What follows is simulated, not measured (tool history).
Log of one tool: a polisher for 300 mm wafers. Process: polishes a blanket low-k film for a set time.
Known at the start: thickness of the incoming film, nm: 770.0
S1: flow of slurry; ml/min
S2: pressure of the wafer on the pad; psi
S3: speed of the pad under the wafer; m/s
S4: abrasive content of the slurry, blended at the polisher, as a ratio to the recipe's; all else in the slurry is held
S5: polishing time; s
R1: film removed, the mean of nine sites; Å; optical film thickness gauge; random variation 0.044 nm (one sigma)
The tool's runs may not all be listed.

| run | hour | S1 | S2 | S3 | S4 | S5 | R1 |
|---|---|---|---|---|---|---|---|
| 1 | 0.0 | 130 | 1.6 | 1.14 | 1.00 | 32 | 100.920 |
| 2 | 2.4 | 130 | 1.6 | 1.14 | 1.00 | 29 | 92.314 |
| 3 | 8.3 | 130 | 1.6 | 0.86 | 1.00 | 29 | 73.949 |
| 4 | 11.0 | 130 | 1.6 | 0.86 | 1.00 | 32 | 81.239 |
| 5 | 19.5 | 130 | 1.6 | 0.86 | 1.05 | 32 | 83.471 |
| 6 | 27.0 | 130 | 1.6 | 0.86 | 1.25 | 32 | 91.106 |
| 7 | 29.0 | 125 | 1.5 | 0.86 | 1.25 | 32 | 83.874 |
| 8 | 32.6 | 120 | 1.5 | 0.86 | 1.25 | 32 | 83.145 |
| 9 | 35.7 | 115 | 1.5 | 0.86 | 1.25 | 32 | 83.439 |
| 10 | 42.1 | 115 | 1.4 | 0.86 | 1.25 | 32 | 77.007 |
| 11 | 42.8 | 110 | 1.4 | 0.86 | 1.25 | 32 | 77.411 |
| 12 | 46.5 | 100 | 1.3 | 0.86 | 1.25 | 32 | 69.599 |

The next listed run, before its measurement:
| 13 | 51.0 | 90 | 1.3 | 0.86 | 1.25 | 32 | ? |

Run 13 gave R1 67.215 Å.
